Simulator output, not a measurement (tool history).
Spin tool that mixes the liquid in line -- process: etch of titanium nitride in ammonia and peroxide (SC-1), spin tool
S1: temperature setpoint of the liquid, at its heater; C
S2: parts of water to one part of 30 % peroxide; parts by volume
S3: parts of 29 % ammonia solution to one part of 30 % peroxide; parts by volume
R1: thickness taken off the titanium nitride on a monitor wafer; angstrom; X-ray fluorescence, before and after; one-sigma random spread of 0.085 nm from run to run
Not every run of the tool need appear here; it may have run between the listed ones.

run 1 hour=0.0 | S1=49.0 S2=26 S3=0.6 time_under_the_liquid_(s)=260 | R1=77.832
run 2 hour=8.6 | S1=53.5 S2=26 S3=0.6 time_under_the_liquid_(s)=260 | R1=106.750
run 3 hour=12.6 | S1=54.0 S2=26 S3=0.6 time_under_the_liquid_(s)=260 | R1=110.130
run 4 hour=15.3 | S1=54.5 S2=26 S3=0.6 time_under_the_liquid_(s)=260 | R1=113.990
run 5 hour=18.8 | S1=51.5 S2=26 S3=0.6 time_under_the_liquid_(s)=260 | R1=92.344
run 6 hour=23.5 | S1=47.0 S2=26 S3=0.6 time_under_the_liquid_(s)=260 | R1=68.247
run 7 hour=27.7 | S1=48.5 S2=26 S3=0.6 time_under_the_liquid_(s)=260 | R1=75.475
run 8 hour=28.2 | S1=50.0 S2=26 S3=0.6 time_under_the_liquid_(s)=260 | R1=83.517
run 9 hour=30.0 | S1=50.0 S2=26 S3=0.6 time_under_the_liquid_(s)=260 | R1=84.492

Estimate the outcome of run 10 from the log above:
run 10 hour=31.0 | S1=51.0 S2=26 S3=0.6 time_under_the_liquid_(s)=260 | R1=?

R1: 90.703 angstrom
